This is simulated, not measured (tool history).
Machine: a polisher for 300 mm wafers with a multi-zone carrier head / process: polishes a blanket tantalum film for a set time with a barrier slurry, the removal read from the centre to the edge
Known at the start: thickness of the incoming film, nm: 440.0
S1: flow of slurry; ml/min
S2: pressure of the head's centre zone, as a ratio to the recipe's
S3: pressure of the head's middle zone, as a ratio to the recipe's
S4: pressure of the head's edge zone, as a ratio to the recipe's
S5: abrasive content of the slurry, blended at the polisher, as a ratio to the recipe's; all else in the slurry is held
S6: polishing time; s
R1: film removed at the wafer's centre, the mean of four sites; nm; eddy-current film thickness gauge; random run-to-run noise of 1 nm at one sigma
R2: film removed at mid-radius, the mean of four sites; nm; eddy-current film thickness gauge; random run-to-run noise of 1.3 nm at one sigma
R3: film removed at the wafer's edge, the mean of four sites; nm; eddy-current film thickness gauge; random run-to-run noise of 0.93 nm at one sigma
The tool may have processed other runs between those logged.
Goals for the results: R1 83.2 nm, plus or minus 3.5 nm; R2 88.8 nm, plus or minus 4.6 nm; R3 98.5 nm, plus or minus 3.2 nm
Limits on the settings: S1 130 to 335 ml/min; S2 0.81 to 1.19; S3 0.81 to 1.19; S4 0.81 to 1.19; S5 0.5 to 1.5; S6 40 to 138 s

run 1 hour=0 | S1=215 S2=1 S3=1 S4=1 S5=1 S6=88 | R1=106.35 R2=106.73 R3=107.76
run 2 hour=6.6 | S1=210 S2=0.97 S3=0.97 S4=0.99 S5=0.95 S6=88 | R1=100.85 R2=105.14 R3=106.45
run 3 hour=11.3 | S1=205 S2=0.96 S3=0.94 S4=1 S5=0.9 S6=87 | R1=98.561 R2=96.993 R3=102.29
run 4 hour=19.3 | S1=205 S2=0.96 S3=0.94 S4=1 S5=0.8 S6=87 | R1=94.029 R2=93.051 R3=100.35
run 5 hour=21.5 | S1=200 S2=0.94 S3=0.93 S4=1 S5=0.8 S6=87 | R1=92.257 R2=89.464 R3=97.71
run 6 hour=28.3 | S1=195 S2=0.92 S3=0.94 S4=1.02 S5=0.8 S6=87 | R1=88.993 R2=91.719 R3=98.11
run 7 hour=30.7 | S1=190 S2=0.91 S3=0.93 S4=1.03 S5=0.8 S6=87 | R1=86.555 R2=94.898 R3=100.24
run 8 hour=34.6 | S1=185 S2=0.91 S3=0.84 S4=1.02 S5=0.7 S6=87 | R1=82.546 R2=79.381 R3=95.233
run 9 hour=38.3 | S1=190 S2=0.91 S3=0.86 S4=1.03 S5=0.7 S6=87 | R1=84.485 R2=81.787 R3=95.458
run 10 hour=42.3 | S1=190 S2=0.9 S3=0.87 S4=1.04 S5=0.7 S6=87 | R1=81.644 R2=83.339 R3=96.366
run 11 hour=44.3 | S1=195 S2=0.9 S3=0.88 S4=1.04 S5=0.7 S6=87 | R1=83.551 R2=83.209 R3=97.505

5 candidate next runs follow, results not yet known. Just one meets every target within its allowed miss. Identify it.
run A hour=46.3 | S1=180 S2=0.94 S3=0.81 S4=1.02 S5=0.75 S6=85 | R1=? R2=? R3=?
run B hour=46.3 | S1=135 S2=0.84 S3=1 S4=0.97 S5=0.75 S6=94 | R1=? R2=? R3=?
run C hour=46.3 | S1=215 S2=0.92 S3=0.81 S4=1.08 S5=0.5 S6=101 | R1=? R2=? R3=?
run D hour=46.3 | S1=235 S2=0.87 S3=0.89 S4=1.03 S5=0.7 S6=88 | R1=? R2=? R3=?
run E hour=46.3 | S1=205 S2=0.94 S3=0.85 S4=1.04 S5=0.6 S6=97 | R1=? R2=? R3=?

move=A R1=84.01 R2=76.585 R3=93.554
move=B R1=77.959 R2=94.766 R3=96.263
move=C R1=85.231 R2=79.003 R3=98.523
move=D R1=82.652 R2=87.074 R3=97.73
move=E R1=90.008 R2=85.096 R3=100.26
A: lands further from the targets than the last run did
B: takes the biggest miss from the last run beyond its target
C: lands further from the targets than the last run did
D: all results land within tolerance of their targets
E: puts the biggest miss on target and leaves a different result outside tolerance
So the answer is move D, the one that meets all the targets.
